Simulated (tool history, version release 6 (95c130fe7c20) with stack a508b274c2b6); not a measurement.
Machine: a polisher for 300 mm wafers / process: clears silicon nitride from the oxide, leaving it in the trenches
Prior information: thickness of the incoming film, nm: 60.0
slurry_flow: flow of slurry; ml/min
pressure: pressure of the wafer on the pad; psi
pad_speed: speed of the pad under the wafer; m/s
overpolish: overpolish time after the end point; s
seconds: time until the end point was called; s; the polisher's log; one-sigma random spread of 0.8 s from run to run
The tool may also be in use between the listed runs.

run	hour	slurry_flow	pressure	pad_speed	overpolish	seconds
1	0	175	2.3	0.76	33	97.446
2	1	180	2.4	0.76	33	91.69
3	2	180	2.4	0.76	36	94.462
4	9.9	180	2.4	0.58	36	110.76
5	14.8	185	2.5	0.58	36	104.04
6	23.5	190	2.6	0.58	36	101.98
7	31.9	190	2.7	0.58	36	99.052

Expected results for the next run?
8	37.8	190	2.8	0.58	36	?

Logged for run 8: seconds 93.238 s.
